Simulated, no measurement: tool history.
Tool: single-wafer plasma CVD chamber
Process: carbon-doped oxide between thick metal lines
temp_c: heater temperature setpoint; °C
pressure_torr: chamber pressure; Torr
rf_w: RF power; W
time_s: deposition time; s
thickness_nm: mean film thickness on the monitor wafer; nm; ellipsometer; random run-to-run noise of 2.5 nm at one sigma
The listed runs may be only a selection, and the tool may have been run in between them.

run,hour,temp_c,pressure_torr,rf_w,time_s,thickness_nm
1,0.0,370,6.77,500,163,852.39
2,6.6,374,6.26,485,163,825.03
3,8.9,377,5.88,475,163,799.01
4,17.7,377,5.88,500,163,827.63
5,18.7,377,5.88,500,163,828.83
6,25.5,377,5.88,500,163,830.94
7,27.5,380,5.52,490,163,805.50

What will run 8 give?
8,36.3,383,5.24,485,163,?

thickness_nm: 792.15 nm

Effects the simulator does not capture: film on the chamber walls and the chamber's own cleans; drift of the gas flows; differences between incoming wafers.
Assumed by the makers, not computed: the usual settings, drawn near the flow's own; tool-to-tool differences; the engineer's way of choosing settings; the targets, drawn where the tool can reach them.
